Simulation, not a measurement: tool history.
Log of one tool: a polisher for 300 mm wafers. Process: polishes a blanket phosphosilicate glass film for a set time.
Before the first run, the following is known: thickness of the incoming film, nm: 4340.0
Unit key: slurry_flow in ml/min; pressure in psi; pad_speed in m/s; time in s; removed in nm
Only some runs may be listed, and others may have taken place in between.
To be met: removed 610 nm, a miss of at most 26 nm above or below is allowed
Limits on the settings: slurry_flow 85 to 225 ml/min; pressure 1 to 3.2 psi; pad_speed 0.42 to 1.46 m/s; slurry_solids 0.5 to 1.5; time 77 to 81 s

Run 1, hour 0: slurry_flow 145 ml/min, pressure 2.1 psi, pad_speed 0.94 m/s, slurry_solids 1, time 77 s. Result: removed 443.42 nm.
Run 2, hour 1.8: slurry_flow 145 ml/min, pressure 2.1 psi, pad_speed 0.94 m/s, slurry_solids 0.9, time 77 s. Result: removed 429.13 nm.
Run 3, hour 8.6: slurry_flow 145 ml/min, pressure 2.2 psi, pad_speed 0.94 m/s, slurry_solids 0.9, time 77 s. Result: removed 442.15 nm.
Run 4, hour 9.5: slurry_flow 110 ml/min, pressure 2.2 psi, pad_speed 0.94 m/s, slurry_solids 0.9, time 77 s. Result: removed 408.31 nm.
Run 5, hour 15: slurry_flow 110 ml/min, pressure 2.2 psi, pad_speed 0.86 m/s, slurry_solids 0.9, time 77 s. Result: removed 381.93 nm.
Run 6, hour 19.9: slurry_flow 125 ml/min, pressure 2.2 psi, pad_speed 0.86 m/s, slurry_solids 0.9, time 77 s. Result: removed 399.97 nm.
Run 7, hour 24: slurry_flow 135 ml/min, pressure 2.3 psi, pad_speed 0.86 m/s, slurry_solids 0.9, time 77 s. Result: removed 427.63 nm.
Run 8, hour 31.7: slurry_flow 145 ml/min, pressure 2.4 psi, pad_speed 0.86 m/s, slurry_solids 0.9, time 77 s. Result: removed 433.66 nm.
Run 9, hour 37.2: slurry_flow 150 ml/min, pressure 2.5 psi, pad_speed 0.88 m/s, slurry_solids 0.9, time 77 s. Result: removed 462.49 nm.
Run 10, hour 41.5: slurry_flow 155 ml/min, pressure 2.6 psi, pad_speed 0.88 m/s, slurry_solids 0.9, time 77 s. Result: removed 480.97 nm.
Run 11, hour 46: slurry_flow 160 ml/min, pressure 2.7 psi, pad_speed 0.88 m/s, slurry_solids 0.9, time 77 s. Result: removed 499.54 nm.
Run 12, hour 46.6: slurry_flow 165 ml/min, pressure 2.8 psi, pad_speed 0.88 m/s, slurry_solids 0.9, time 77 s. Result: removed 507.93 nm.
Run 13, hour 53.4: slurry_flow 165 ml/min, pressure 2.9 psi, pad_speed 0.9 m/s, slurry_solids 0.9, time 77 s. Result: removed 539.8 nm.
Run 14, hour 62.1: slurry_flow 165 ml/min, pressure 3 psi, pad_speed 0.9 m/s, slurry_solids 0.9, time 77 s. Result: removed 541.46 nm.
Run 15, hour 70.5: slurry_flow 170 ml/min, pressure 3 psi, pad_speed 0.9 m/s, slurry_solids 0.9, time 77 s. Result: removed 546.72 nm.

Exercise: of the 4 proposed moves below, exactly one satisfies all targets within the stated allowed misses. Which move is it?
Run A, hour 78.9: slurry_flow 185 ml/min, pressure 3 psi, pad_speed 0.86 m/s, slurry_solids 0.8, time 77 s. Result: removed ?.
Run B, hour 78.9: slurry_flow 125 ml/min, pressure 2.7 psi, pad_speed 0.94 m/s, slurry_solids 1.05, time 81 s. Result: removed ?.
Run C, hour 78.9: slurry_flow 145 ml/min, pressure 2.8 psi, pad_speed 1 m/s, slurry_solids 0.85, time 78 s. Result: removed ?.
Run D, hour 78.9: slurry_flow 205 ml/min, pressure 3.2 psi, pad_speed 1.06 m/s, slurry_solids 0.65, time 81 s. Result: removed ?.

move  removed
   A   510.74
   B   559.84
   C   546.28
   D   609.73
A: further off than the last run
B: moves toward the targets from the last run without getting all of them in spec
C: no better and no worse than the last run
D: in spec on every target
The right move is D.
